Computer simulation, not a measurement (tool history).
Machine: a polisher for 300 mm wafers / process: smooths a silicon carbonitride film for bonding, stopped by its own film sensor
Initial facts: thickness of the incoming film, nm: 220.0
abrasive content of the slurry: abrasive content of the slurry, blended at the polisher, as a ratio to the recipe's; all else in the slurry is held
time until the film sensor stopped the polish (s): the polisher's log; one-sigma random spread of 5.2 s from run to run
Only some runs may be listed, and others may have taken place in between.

run,hour,flow of slurry (ml/min),pressure of the wafer on the pad (psi),speed of the pad under the wafer (m/s),abrasive content of the slurry,target thickness at which the film sensor stops the polish (angstrom),time until the film sensor stopped the polish (s)
1,0.0,155,1.6,0.84,1.0,1920,172.48
2,1.5,155,1.3,0.76,1.0,1920,219.18
3,6.9,155,1.1,0.76,1.0,1920,249.59
4,11.2,185,1.1,0.76,1.0,1920,239.94
5,13.0,185,0.8,0.76,1.0,1920,298.00
6,15.6,185,0.8,0.68,1.0,1920,329.54
7,21.5,185,0.8,0.66,1.0,1920,334.65

Run 8 has not been measured yet. What should we expect?
8,23.2,185,0.8,0.64,1.0,1920,?

time until the film sensor stopped the polish (s): 350.10
